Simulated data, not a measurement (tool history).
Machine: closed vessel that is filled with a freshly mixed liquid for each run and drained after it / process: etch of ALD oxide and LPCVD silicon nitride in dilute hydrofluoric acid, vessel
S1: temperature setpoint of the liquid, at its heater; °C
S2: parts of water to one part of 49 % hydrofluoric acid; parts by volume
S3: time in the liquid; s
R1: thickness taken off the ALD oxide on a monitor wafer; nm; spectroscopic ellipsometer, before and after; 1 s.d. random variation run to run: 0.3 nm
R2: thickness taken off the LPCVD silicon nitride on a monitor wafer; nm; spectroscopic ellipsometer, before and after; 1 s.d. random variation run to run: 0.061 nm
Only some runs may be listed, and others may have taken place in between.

run,hour,S1,S2,S3,R1,R2
1,0,22,75,95,14.133,0.59564
2,6.9,23,70,95,15.813,0.72069
3,13.3,23,80,95,13.63,0.66792
4,21.8,23,60,95,18.45,0.9142
5,29,22.5,55,95,20.036,0.84875
6,36.3,22.5,70,95,15.361,0.74836
7,42,23,65,95,17.096,0.85924
8,48.8,23,60,95,18.711,0.88813

What will run 9 give?
9,57.7,23,55,95,?,?

{"run 9": {"R1": 20.266, "R2": 0.96849}}

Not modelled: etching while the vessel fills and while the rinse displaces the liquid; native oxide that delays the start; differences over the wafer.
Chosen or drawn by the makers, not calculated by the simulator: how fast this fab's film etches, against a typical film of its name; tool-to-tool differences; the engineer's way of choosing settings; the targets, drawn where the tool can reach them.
